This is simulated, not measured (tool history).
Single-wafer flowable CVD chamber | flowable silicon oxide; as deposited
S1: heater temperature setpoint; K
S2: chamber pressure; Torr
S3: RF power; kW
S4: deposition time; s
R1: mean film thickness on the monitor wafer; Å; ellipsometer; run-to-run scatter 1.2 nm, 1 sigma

Run 1, day 0: S1 378.15 K, S2 1.05 Torr, S3 1.605 kW, S4 677 s. Result: R1 4633.6 Å.
Run 2, day 0.221: S1 378.15 K, S2 1.05 Torr, S3 1.805 kW, S4 677 s. Result: R1 4786.7 Å.
Run 3, day 0.304: S1 381.15 K, S2 1.05 Torr, S3 1.805 kW, S4 677 s. Result: R1 4342.2 Å.
Run 4, day 0.358: S1 387.15 K, S2 1.05 Torr, S3 1.805 kW, S4 677 s. Result: R1 3597.6 Å.
Run 5, day 0.667: S1 387.15 K, S2 1.05 Torr, S3 1.585 kW, S4 677 s. Result: R1 3491.4 Å.
Run 6, day 0.721: S1 387.15 K, S2 1.05 Torr, S3 1.585 kW, S4 677 s. Result: R1 3498.2 Å.
Run 7, day 0.75: S1 389.15 K, S2 1.05 Torr, S3 1.585 kW, S4 677 s. Result: R1 3277.7 Å.
Run 8, day 1.092: S1 390.15 K, S2 1.05 Torr, S3 1.585 kW, S4 677 s. Result: R1 3192.9 Å.
Run 9, day 1.388: S1 391.15 K, S2 1.05 Torr, S3 1.585 kW, S4 677 s. Result: R1 3104.8 Å.
Run 10, day 1.675: S1 392.15 K, S2 1.05 Torr, S3 1.585 kW, S4 677 s. Result: R1 3010.9 Å.
Run 11, day 1.712: S1 392.15 K, S2 1.05 Torr, S3 1.585 kW, S4 677 s. Result: R1 3008.7 Å.
Run 12, day 1.779: S1 393.15 K, S2 1.05 Torr, S3 1.585 kW, S4 677 s. Result: R1 2919.6 Å.

What will run 13 give?
Run 13, day 2.029: S1 394.15 K, S2 1.05 Torr, S3 1.585 kW, S4 677 s. Result: R1 ?.

{"run 13": {"R1": 2838.9}}
